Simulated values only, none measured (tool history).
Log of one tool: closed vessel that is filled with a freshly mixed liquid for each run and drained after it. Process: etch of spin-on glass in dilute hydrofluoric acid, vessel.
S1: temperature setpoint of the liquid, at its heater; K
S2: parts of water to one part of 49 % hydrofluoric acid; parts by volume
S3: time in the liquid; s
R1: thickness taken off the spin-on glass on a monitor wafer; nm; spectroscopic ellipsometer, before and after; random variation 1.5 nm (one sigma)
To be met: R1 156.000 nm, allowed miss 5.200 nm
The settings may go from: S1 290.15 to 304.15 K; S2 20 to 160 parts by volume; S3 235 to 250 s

{"run": 1, "day": 0.0, "S1": 296.15, "S2": 90, "S3": 235, "R1": 80.257}
{"run": 2, "day": 0.096, "S1": 297.65, "S2": 85, "S3": 235, "R1": 90.792}
{"run": 3, "day": 0.442, "S1": 297.65, "S2": 85, "S3": 235, "R1": 92.499}
{"run": 4, "day": 0.521, "S1": 298.65, "S2": 80, "S3": 235, "R1": 99.352}
{"run": 5, "day": 0.721, "S1": 299.65, "S2": 75, "S3": 235, "R1": 113.64}
{"run": 6, "day": 0.833, "S1": 302.15, "S2": 75, "S3": 235, "R1": 123.9}
{"run": 7, "day": 1.108, "S1": 302.65, "S2": 70, "S3": 235, "R1": 135.84}
{"run": 8, "day": 1.162, "S1": 303.15, "S2": 70, "S3": 235, "R1": 138.06}

Which of these 5 next moves meets every target?
{"run": "A", "day": 1.217, "S1": 304.15, "S2": 70, "S3": 250, "R1": "?"}
{"run": "B", "day": 1.217, "S1": 299.15, "S2": 65, "S3": 235, "R1": "?"}
{"run": "C", "day": 1.217, "S1": 302.15, "S2": 70, "S3": 240, "R1": "?"}
{"run": "D", "day": 1.217, "S1": 304.15, "S2": 85, "S3": 235, "R1": "?"}
{"run": "E", "day": 1.217, "S1": 304.15, "S2": 65, "S3": 250, "R1": "?"}

move=A R1=155.370
move=B R1=130.290
move=C R1=138.090
move=D R1=117.590
move=E R1=168.600
A: meets every target
B: further off than the last run
C: as far off as the last run
D: further off than the last run
E: takes the result that was furthest off past its target
Move A is the one to make.
